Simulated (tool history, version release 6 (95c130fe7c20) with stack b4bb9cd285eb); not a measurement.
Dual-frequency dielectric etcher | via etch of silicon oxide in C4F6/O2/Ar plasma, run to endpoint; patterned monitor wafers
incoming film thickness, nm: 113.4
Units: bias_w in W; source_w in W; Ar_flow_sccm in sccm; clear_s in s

{"run": 1, "hour": 0.0, "bias_w": 345, "source_w": 430, "Ar_flow_sccm": 390, "clear_s": 26.533}
{"run": 2, "hour": 2.0, "bias_w": 363, "source_w": 450, "Ar_flow_sccm": 386, "clear_s": 25.0}
{"run": 3, "hour": 7.6, "bias_w": 376, "source_w": 450, "Ar_flow_sccm": 385, "clear_s": 24.883}
{"run": 4, "hour": 16.5, "bias_w": 376, "source_w": 400, "Ar_flow_sccm": 385, "clear_s": 25.449}
{"run": 5, "hour": 20.6, "bias_w": 376, "source_w": 400, "Ar_flow_sccm": 431, "clear_s": 25.692}
{"run": 6, "hour": 28.3, "bias_w": 376, "source_w": 340, "Ar_flow_sccm": 431, "clear_s": 27.033}
{"run": 7, "hour": 35.1, "bias_w": 394, "source_w": 350, "Ar_flow_sccm": 429, "clear_s": 26.004}

Forecast run 8:
{"hour": 40.2, "done": "source power generator calibrated"}
{"run": 8, "hour": 40.2, "bias_w": 394, "source_w": 350, "Ar_flow_sccm": 429, "clear_s": "?"}

{"run 8": {"clear_s": 25.86}}
